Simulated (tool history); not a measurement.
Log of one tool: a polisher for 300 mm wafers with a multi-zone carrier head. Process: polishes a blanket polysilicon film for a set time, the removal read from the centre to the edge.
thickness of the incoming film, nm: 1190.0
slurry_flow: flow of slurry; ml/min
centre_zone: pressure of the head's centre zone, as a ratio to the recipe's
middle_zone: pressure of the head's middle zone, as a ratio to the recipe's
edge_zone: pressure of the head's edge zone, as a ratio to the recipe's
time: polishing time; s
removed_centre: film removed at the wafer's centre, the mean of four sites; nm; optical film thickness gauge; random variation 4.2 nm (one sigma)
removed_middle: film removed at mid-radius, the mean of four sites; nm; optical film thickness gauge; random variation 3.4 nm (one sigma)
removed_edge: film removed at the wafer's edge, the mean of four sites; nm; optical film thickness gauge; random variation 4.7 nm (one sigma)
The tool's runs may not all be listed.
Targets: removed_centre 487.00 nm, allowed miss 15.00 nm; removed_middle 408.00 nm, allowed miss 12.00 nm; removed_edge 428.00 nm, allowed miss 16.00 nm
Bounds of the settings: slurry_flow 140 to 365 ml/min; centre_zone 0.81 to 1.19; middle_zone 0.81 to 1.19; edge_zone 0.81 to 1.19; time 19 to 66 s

run,hour,slurry_flow,centre_zone,middle_zone,edge_zone,time,removed_centre,removed_middle,removed_edge
1,0.0,235,1.00,1.00,1.00,42,385.33,385.30,368.06
2,6.7,250,1.04,1.00,1.04,43,413.14,395.04,386.95
3,9.4,250,1.04,1.03,1.04,43,422.76,407.49,386.38
4,13.1,250,1.04,0.99,1.04,43,416.34,389.15,387.14
5,18.5,260,1.06,0.99,1.07,43,429.17,396.25,384.29
6,23.4,260,1.00,0.99,1.07,43,400.21,394.63,387.64
7,30.5,260,1.03,0.98,1.09,44,427.33,395.94,400.15
8,32.8,265,1.05,0.98,1.11,44,432.40,396.11,409.26

Which of these 5 next moves meets every target?
A,35.1,175,1.02,0.90,1.06,54,?,?,?
B,35.1,210,1.16,0.89,1.19,46,?,?,?
C,35.1,240,1.11,0.96,1.12,51,?,?,?
D,35.1,230,0.96,0.82,1.19,50,?,?,?
E,35.1,295,1.14,0.97,1.16,45,?,?,?

move,removed_centre,removed_middle,removed_edge
A,492.42,432.44,474.91
B,490.43,373.55,425.69
C,529.50,448.22,468.71
D,445.66,384.12,466.89
E,491.25,407.35,424.42
A: brings the result that was furthest off to its target, and leaves another outside
B: brings the result that was furthest off to its target, and leaves another outside
C: takes the result that was furthest off past its target
D: nearer than the last run, and not there yet
E: meets every target
Answer: E
